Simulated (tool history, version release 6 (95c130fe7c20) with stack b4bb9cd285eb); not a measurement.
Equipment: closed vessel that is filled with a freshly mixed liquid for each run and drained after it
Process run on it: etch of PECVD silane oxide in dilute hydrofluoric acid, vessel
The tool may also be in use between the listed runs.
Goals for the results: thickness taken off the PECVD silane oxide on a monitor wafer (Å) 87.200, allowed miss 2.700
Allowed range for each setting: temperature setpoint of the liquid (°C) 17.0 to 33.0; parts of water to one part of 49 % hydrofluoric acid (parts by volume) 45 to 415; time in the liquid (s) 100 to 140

| run | day | temperature setpoint of the liquid (°C) | parts of water to one part of 49 % hydrofluoric acid (parts by volume) | time in the liquid (s) | thickness taken off the PECVD silane oxide on a monitor wafer (Å) |
|---|---|---|---|---|---|
| 1 | 0.000 | 25.0 | 230 | 140 | 111.180 |
| 2 | 0.267 | 24.0 | 230 | 140 | 108.850 |
| 3 | 0.500 | 21.0 | 230 | 140 | 96.106 |
| 4 | 0.779 | 20.5 | 230 | 140 | 95.693 |
| 5 | 1.121 | 20.0 | 230 | 140 | 92.783 |
| 6 | 1.479 | 20.0 | 230 | 100 | 66.744 |
| 7 | 1.550 | 21.0 | 230 | 100 | 70.192 |
| 8 | 1.812 | 22.0 | 230 | 100 | 72.656 |
| 9 | 1.975 | 23.0 | 230 | 100 | 74.508 |
| 10 | 2.067 | 24.0 | 230 | 100 | 78.039 |
| 11 | 2.362 | 24.5 | 230 | 100 | 79.396 |

5 next moves are on the table. One of them brings every result within its allowed miss. Which?
| A | 2.658 | 23.5 | 225 | 120 | ? |
| B | 2.658 | 31.0 | 255 | 100 | ? |
| C | 2.658 | 23.5 | 235 | 125 | ? |
| D | 2.658 | 25.0 | 200 | 100 | ? |
| E | 2.658 | 24.5 | 290 | 140 | ? |

| move | thickness taken off the PECVD silane oxide on a monitor wafer (Å) |
|---|---|
| A | 93.300 |
| B | 86.078 |
| C | 92.098 |
| D | 94.897 |
| E | 81.940 |
A: carries the result that was furthest off beyond its target, to the other side
B: each result inside its tolerance
C: carries the result that was furthest off beyond its target, to the other side
D: carries the result that was furthest off beyond its target, to the other side
E: gains on the last run, yet a result remains outside its allowed miss
Answer: B
